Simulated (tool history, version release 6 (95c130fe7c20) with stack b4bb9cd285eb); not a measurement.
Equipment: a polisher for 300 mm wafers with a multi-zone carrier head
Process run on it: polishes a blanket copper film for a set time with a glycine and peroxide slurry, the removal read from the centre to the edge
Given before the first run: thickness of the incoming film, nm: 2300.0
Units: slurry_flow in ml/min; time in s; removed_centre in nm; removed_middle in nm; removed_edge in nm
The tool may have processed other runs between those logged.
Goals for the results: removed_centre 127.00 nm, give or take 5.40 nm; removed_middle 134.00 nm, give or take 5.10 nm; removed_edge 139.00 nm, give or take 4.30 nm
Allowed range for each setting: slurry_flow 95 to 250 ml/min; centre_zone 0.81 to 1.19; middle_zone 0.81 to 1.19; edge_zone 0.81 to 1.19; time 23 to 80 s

run	hour	slurry_flow	centre_zone	middle_zone	edge_zone	time	removed_centre	removed_middle	removed_edge
1	0.0	160	1.00	1.00	1.00	51	292.27	295.18	298.90
2	1.5	160	1.00	1.00	1.08	51	292.12	294.70	304.75
3	7.9	160	1.00	1.00	1.01	51	295.55	291.67	301.45
4	10.1	160	1.00	1.00	0.96	51	296.69	289.08	288.57
5	13.4	145	1.00	1.00	0.96	51	287.19	287.67	284.79
6	18.5	140	0.98	0.98	0.94	47	257.54	261.31	259.39
7	26.0	135	0.96	0.96	0.92	44	230.59	233.85	243.82
8	33.4	130	0.95	0.95	0.90	41	210.63	215.81	215.46
9	39.9	130	0.94	0.94	0.89	39	203.29	201.44	209.99
10	45.6	125	0.93	0.94	0.88	37	186.19	190.78	195.00
11	48.6	125	0.92	0.94	0.87	35	175.90	176.76	182.58
12	54.5	125	0.91	0.94	0.86	34	170.09	174.06	176.36
13	59.9	125	0.90	0.93	0.86	33	160.30	168.52	171.41
14	63.4	125	0.90	0.93	0.86	33	161.61	167.91	170.58
15	70.4	125	0.89	0.92	0.85	32	153.00	165.42	166.24
16	72.1	120	0.89	0.91	0.85	31	147.33	152.98	157.81
17	74.6	120	0.88	0.90	0.84	31	144.36	154.18	156.77
18	79.3	110	0.87	0.85	0.82	25	110.77	113.63	123.64
19	87.0	120	0.87	0.85	0.82	25	115.14	117.07	124.44
20	92.6	125	0.87	0.86	0.83	25	116.08	122.58	127.56
21	100.7	130	0.88	0.86	0.84	25	120.50	122.69	131.58

Pick the move, out of 5, that brings all results within their allowed miss; only one does.
A	108.8	155	0.98	1.06	0.81	23	?	?	?
B	108.8	200	0.91	0.95	0.81	23	?	?	?
C	108.8	95	0.91	0.93	0.86	28	?	?	?
D	108.8	100	0.89	1.00	0.83	26	?	?	?
E	108.8	160	0.92	0.91	0.81	25	?	?	?

move	removed_centre	removed_middle	removed_edge
A	131.31	138.90	118.33
B	127.98	132.40	122.39
C	127.50	132.86	135.36
D	118.21	133.46	125.05
E	134.73	133.65	129.46
A: gets the furthest-off result to its target, but another result is out of tolerance
B: gets the furthest-off result to its target, but another result is out of tolerance
C: every result lands within tolerance
D: gets the furthest-off result to its target, but another result is out of tolerance
E: gets the furthest-off result to its target, but another result is out of tolerance
Move C is the one to make.
